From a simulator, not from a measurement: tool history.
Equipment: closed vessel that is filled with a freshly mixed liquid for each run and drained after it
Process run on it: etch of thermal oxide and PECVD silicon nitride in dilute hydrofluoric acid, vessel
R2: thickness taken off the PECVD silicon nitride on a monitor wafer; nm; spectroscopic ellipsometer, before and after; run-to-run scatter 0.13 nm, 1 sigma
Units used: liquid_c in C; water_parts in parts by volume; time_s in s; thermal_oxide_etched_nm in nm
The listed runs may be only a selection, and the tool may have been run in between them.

Run 1, hour 0.0: liquid_c 25.0 C, water_parts 170 parts by volume, time_s 430 s. Result: thermal_oxide_etched_nm 11.624 nm, R2 12.482 nm.
Run 2, hour 2.2: liquid_c 26.0 C, water_parts 160 parts by volume, time_s 425 s. Result: thermal_oxide_etched_nm 12.915 nm, R2 13.847 nm.
Run 3, hour 3.8: liquid_c 23.5 C, water_parts 160 parts by volume, time_s 425 s. Result: thermal_oxide_etched_nm 11.697 nm, R2 12.011 nm.
Run 4, hour 5.2: liquid_c 25.0 C, water_parts 155 parts by volume, time_s 420 s. Result: thermal_oxide_etched_nm 12.803 nm, R2 13.244 nm.
Run 5, hour 9.7: liquid_c 26.5 C, water_parts 150 parts by volume, time_s 415 s. Result: thermal_oxide_etched_nm 13.701 nm, R2 14.977 nm.
Run 6, hour 14.0: liquid_c 27.0 C, water_parts 145 parts by volume, time_s 410 s. Result: thermal_oxide_etched_nm 14.435 nm, R2 15.852 nm.
Run 7, hour 22.2: liquid_c 27.5 C, water_parts 140 parts by volume, time_s 405 s. Result: thermal_oxide_etched_nm 15.243 nm, R2 16.784 nm.
Run 8, hour 26.1: liquid_c 28.0 C, water_parts 135 parts by volume, time_s 405 s. Result: thermal_oxide_etched_nm 16.149 nm, R2 18.044 nm.
Run 9, hour 28.8: liquid_c 28.5 C, water_parts 130 parts by volume, time_s 400 s. Result: thermal_oxide_etched_nm 17.124 nm, R2 18.940 nm.

What will run 10 give?
Run 10, hour 37.3: liquid_c 29.0 C, water_parts 130 parts by volume, time_s 400 s. Result: thermal_oxide_etched_nm ?, R2 ?.

{"run 10": {"thermal_oxide_etched_nm": 17.346, "R2": 19.596}}
